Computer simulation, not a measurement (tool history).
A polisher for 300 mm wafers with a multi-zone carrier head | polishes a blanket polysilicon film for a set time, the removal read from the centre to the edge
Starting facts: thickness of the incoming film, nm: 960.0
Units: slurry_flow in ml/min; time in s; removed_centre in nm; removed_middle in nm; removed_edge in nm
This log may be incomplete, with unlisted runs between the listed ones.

run	hour	slurry_flow	centre_zone	middle_zone	edge_zone	time	removed_centre	removed_middle	removed_edge
1	0.0	160	1.00	1.00	1.00	47	284.54	280.06	287.16
2	1.8	160	0.93	1.00	1.00	47	266.34	279.23	295.64
3	5.2	175	0.93	1.00	1.00	47	270.09	278.38	292.55
4	13.0	175	0.93	1.00	0.95	47	268.51	278.94	292.02
5	17.3	170	0.92	1.02	0.94	44	249.67	270.66	274.52
6	25.3	170	0.92	1.03	0.93	42	240.05	254.83	251.64
# hour 28.7: edge zone pressure recalibrated
7	28.7	170	0.92	1.03	0.93	42	236.53	259.93	241.78

What will run 8 give?
8	29.4	165	0.90	1.02	0.92	42	?	?	?

removed_centre: 230.44 nm
removed_middle: 258.89 nm
removed_edge: 238.76 nm

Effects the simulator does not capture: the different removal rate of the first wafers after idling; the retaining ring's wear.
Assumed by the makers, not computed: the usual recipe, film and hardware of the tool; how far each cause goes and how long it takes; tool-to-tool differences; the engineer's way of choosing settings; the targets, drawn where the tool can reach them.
